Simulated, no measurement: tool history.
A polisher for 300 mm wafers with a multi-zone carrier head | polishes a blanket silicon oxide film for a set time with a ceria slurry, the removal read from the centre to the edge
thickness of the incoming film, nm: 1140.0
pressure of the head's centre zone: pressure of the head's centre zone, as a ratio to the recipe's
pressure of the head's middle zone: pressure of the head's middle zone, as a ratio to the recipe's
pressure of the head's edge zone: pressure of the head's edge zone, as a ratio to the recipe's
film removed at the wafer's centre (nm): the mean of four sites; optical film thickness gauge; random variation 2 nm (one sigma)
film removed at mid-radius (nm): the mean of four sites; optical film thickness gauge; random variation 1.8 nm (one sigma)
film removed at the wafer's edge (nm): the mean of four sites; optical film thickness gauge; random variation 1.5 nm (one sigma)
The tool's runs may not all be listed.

| run | day | flow of slurry (ml/min) | pressure of the head's centre zone | pressure of the head's middle zone | pressure of the head's edge zone | polishing time (s) | film removed at the wafer's centre (nm) | film removed at mid-radius (nm) | film removed at the wafer's edge (nm) |
|---|---|---|---|---|---|---|---|---|---|
| 1 | 0 | 295 | 1 | 1 | 1 | 52 | 286.73 | 293.21 | 288.05 |
| 2 | 0.108 | 290 | 0.97 | 0.99 | 0.97 | 44 | 239.77 | 246.11 | 238.34 |
| 3 | 0.15 | 280 | 0.93 | 0.98 | 0.95 | 39 | 200.38 | 210.41 | 209.63 |
| 4 | 0.312 | 280 | 0.93 | 1.01 | 0.95 | 39 | 197.38 | 220.5 | 205.96 |
| 5 | 0.479 | 280 | 0.93 | 1.01 | 1.02 | 39 | 196.18 | 215.87 | 216.56 |
| 6 | 0.85 | 275 | 0.91 | 0.99 | 0.97 | 36 | 179.29 | 195.59 | 192.43 |
| 7 | 1.179 | 265 | 0.88 | 0.97 | 0.93 | 35 | 169.7 | 186.61 | 186.16 |
| 8 | 1.375 | 265 | 0.87 | 0.98 | 0.86 | 27 | 127.05 | 144.7 | 139.08 |
| 9 | 1.629 | 270 | 0.89 | 0.99 | 0.89 | 27 | 128.74 | 149.3 | 142.89 |
| 10 | 1.804 | 275 | 0.92 | 1 | 0.92 | 27 | 137.98 | 151.14 | 144.87 |
| 11 | 2.05 | 300 | 0.9 | 1.05 | 1.02 | 30 | 150.69 | 175.12 | 165.66 |
| 12 | 2.075 | 300 | 0.9 | 1.04 | 1.01 | 30 | 151.59 | 175.59 | 168.27 |

The next listed run, before its measurement:
| 13 | 2.104 | 295 | 0.9 | 1.03 | 1 | 30 | ? | ? | ? |

{"run 13": {"film removed at the wafer's centre (nm)": 146.05, "film removed at mid-radius (nm)": 171.46, "film removed at the wafer's edge (nm)": 165.82}}
